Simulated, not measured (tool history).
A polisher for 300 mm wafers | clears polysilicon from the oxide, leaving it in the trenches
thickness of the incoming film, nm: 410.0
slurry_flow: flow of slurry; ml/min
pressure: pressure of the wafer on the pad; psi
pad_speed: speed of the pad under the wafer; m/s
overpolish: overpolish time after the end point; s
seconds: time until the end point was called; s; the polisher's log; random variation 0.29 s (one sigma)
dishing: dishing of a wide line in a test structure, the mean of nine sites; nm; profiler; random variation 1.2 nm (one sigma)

run 1 hour=0.0 | slurry_flow=195 pressure=1.9 pad_speed=0.98 overpolish=10 | seconds=40.537 dishing=56.132
run 2 hour=0.6 | slurry_flow=195 pressure=1.9 pad_speed=0.98 overpolish=7 | seconds=41.399 dishing=45.264
run 3 hour=6.4 | slurry_flow=195 pressure=2.0 pad_speed=0.98 overpolish=8 | seconds=38.558 dishing=49.371
run 4 hour=13.4 | slurry_flow=195 pressure=2.0 pad_speed=0.98 overpolish=6 | seconds=39.353 dishing=43.597
run 5 hour=17.5 | slurry_flow=195 pressure=2.1 pad_speed=0.98 overpolish=7 | seconds=36.870 dishing=50.120
run 6 hour=24.3 | slurry_flow=195 pressure=2.5 pad_speed=0.98 overpolish=7 | seconds=31.294 dishing=53.808

The next listed run, before its measurement:
run 7 hour=32.7 | slurry_flow=195 pressure=2.5 pad_speed=0.98 overpolish=8 | seconds=? dishing=?

Run 7 gave seconds 30.968 s, dishing 56.638 nm.
